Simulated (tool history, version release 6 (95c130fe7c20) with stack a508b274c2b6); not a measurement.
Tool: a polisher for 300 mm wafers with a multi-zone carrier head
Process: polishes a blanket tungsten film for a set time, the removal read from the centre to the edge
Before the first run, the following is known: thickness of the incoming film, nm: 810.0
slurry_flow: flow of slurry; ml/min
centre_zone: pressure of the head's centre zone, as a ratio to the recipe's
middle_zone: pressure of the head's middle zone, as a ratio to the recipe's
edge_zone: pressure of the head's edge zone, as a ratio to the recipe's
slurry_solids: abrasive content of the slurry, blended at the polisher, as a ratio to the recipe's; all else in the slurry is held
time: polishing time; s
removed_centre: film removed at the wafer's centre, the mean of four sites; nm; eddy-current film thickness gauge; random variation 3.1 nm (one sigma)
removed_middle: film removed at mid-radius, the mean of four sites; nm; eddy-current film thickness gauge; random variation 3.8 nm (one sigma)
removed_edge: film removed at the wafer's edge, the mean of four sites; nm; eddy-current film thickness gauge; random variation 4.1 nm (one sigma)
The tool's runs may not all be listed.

Run 1, day 0.000: slurry_flow 120 ml/min, centre_zone 1.00, middle_zone 1.00, edge_zone 1.00, slurry_solids 1.00, time 71 s. Result: removed_centre 311.35 nm, removed_middle 339.15 nm, removed_edge 339.28 nm.
Run 2, day 0.062: slurry_flow 120 ml/min, centre_zone 1.00, middle_zone 1.00, edge_zone 0.94, slurry_solids 1.00, time 71 s. Result: removed_centre 310.22 nm, removed_middle 347.74 nm, removed_edge 334.63 nm.
Run 3, day 0.125: slurry_flow 105 ml/min, centre_zone 1.00, middle_zone 1.00, edge_zone 0.94, slurry_solids 1.00, time 71 s. Result: removed_centre 301.67 nm, removed_middle 333.15 nm, removed_edge 318.36 nm.
Run 4, day 0.196: slurry_flow 105 ml/min, centre_zone 1.00, middle_zone 1.00, edge_zone 0.94, slurry_solids 1.15, time 71 s. Result: removed_centre 318.90 nm, removed_middle 346.96 nm, removed_edge 344.59 nm.
Run 5, day 0.383: slurry_flow 130 ml/min, centre_zone 1.00, middle_zone 1.00, edge_zone 0.94, slurry_solids 1.15, time 71 s. Result: removed_centre 334.98 nm, removed_middle 370.25 nm, removed_edge 356.97 nm.
Run 6, day 0.679: slurry_flow 130 ml/min, centre_zone 1.00, middle_zone 1.00, edge_zone 0.94, slurry_solids 1.15, time 78 s. Result: removed_centre 380.70 nm, removed_middle 411.94 nm, removed_edge 383.21 nm.
Run 7, day 0.988: slurry_flow 120 ml/min, centre_zone 0.96, middle_zone 0.96, edge_zone 0.96, slurry_solids 1.05, time 77 s. Result: removed_centre 340.89 nm, removed_middle 371.93 nm, removed_edge 366.38 nm.

The next listed run, before its measurement:
Run 8, day 1.350: slurry_flow 110 ml/min, centre_zone 0.93, middle_zone 0.93, edge_zone 1.00, slurry_solids 0.95, time 76 s. Result: removed_centre ?, removed_middle ?, removed_edge ?.

{"run 8": {"removed_centre": 302.23, "removed_middle": 345.87, "removed_edge": 357.33}}
